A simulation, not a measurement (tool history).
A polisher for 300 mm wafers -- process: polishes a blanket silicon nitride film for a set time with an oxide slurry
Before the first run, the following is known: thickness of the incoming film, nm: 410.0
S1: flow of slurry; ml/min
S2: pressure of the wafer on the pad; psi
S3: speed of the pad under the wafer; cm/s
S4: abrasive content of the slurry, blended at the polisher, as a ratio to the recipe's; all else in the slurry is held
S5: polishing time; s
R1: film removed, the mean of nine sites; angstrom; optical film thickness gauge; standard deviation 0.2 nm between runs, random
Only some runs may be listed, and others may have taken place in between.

run  hour   S1   S2   S3    S4  S5      R1
  1   0.0  195  2.3  102  1.00  36  176.79
  2   6.8  195  2.6  102  1.00  36  197.29
  3  12.5  195  2.8  102  1.00  36  210.69
  4  14.2  195  2.8  102  0.85  36  186.95
  5  21.9  200  2.9  102  0.85  36  193.07
  6  26.4  200  2.9  102  0.90  36  201.68
  7  28.4  200  3.0  102  0.90  36  205.35

For run 8, what comes out?
  8  31.1  230  3.5  102  0.90  36   ?

{"run 8": {"R1": 241.04}}

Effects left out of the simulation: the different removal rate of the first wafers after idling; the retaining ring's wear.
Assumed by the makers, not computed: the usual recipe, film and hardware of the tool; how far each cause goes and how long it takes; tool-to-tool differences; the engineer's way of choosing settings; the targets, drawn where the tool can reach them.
